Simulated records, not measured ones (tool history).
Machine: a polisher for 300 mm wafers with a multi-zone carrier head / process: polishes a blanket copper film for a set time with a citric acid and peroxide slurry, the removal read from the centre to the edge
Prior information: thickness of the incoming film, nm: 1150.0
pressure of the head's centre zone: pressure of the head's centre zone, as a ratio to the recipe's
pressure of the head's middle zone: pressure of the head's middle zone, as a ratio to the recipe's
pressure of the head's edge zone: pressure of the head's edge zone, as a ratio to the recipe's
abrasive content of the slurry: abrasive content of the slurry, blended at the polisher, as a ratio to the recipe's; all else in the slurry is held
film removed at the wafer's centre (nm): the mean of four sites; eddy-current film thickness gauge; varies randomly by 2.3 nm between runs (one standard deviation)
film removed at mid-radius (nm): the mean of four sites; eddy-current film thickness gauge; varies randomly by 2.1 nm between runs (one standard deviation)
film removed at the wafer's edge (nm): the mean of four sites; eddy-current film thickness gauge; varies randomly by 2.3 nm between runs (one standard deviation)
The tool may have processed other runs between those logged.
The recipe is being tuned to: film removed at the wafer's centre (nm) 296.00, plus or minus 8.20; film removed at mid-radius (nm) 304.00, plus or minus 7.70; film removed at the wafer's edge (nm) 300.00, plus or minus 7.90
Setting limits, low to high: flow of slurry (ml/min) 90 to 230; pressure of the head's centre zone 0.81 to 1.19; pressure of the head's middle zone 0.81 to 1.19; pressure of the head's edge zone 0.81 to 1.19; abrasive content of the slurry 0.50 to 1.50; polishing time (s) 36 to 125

run,day,flow of slurry (ml/min),pressure of the head's centre zone,pressure of the head's middle zone,pressure of the head's edge zone,abrasive content of the slurry,polishing time (s),film removed at the wafer's centre (nm),film removed at mid-radius (nm),film removed at the wafer's edge (nm)
1,0.000,150,1.00,1.00,1.00,1.00,80,236.50,240.18,230.34
2,0.221,150,1.00,1.00,1.00,1.00,64,187.09,189.74,186.23
3,0.475,115,1.00,1.00,1.00,1.00,64,174.65,176.89,180.11
4,0.754,125,1.01,1.01,1.03,1.10,67,192.87,197.20,193.97
5,0.775,130,1.01,1.00,1.05,1.15,71,206.68,210.91,212.10
6,0.808,140,1.02,1.00,1.07,1.20,73,220.57,222.64,226.67
7,1.108,180,1.09,1.10,1.17,1.45,79,289.39,284.26,273.19
8,1.129,185,1.08,1.10,1.17,1.45,80,290.40,288.23,280.81
9,1.338,190,1.07,1.10,1.17,1.45,80,286.32,287.01,282.65
10,1.542,195,1.07,1.10,1.17,1.45,80,287.60,288.00,281.82
11,1.642,200,1.07,1.10,1.17,1.45,80,288.50,292.01,282.86
12,1.921,210,1.06,1.10,1.18,1.50,81,293.33,298.16,292.56

Which one of the following 4 next-run settings gets every result inside its allowed miss? There is exactly one.
A,2.200,215,1.04,1.05,1.18,1.35,83,?,?,?
B,2.200,180,1.02,1.07,1.15,1.25,90,?,?,?
C,2.200,205,1.05,1.14,1.12,1.50,82,?,?,?
D,2.200,200,1.06,1.14,1.18,1.50,80,?,?,?

move,film removed at the wafer's centre (nm),film removed at mid-radius (nm),film removed at the wafer's edge (nm)
A,292.70,288.47,294.60
B,297.13,304.12,303.89
C,296.41,309.20,287.83
D,290.75,300.50,287.69
A: the worst result of the last run now meets its target, but another is out of spec
B: every result lands within tolerance
C: further off than the last run
D: further off than the last run
B meets every target.
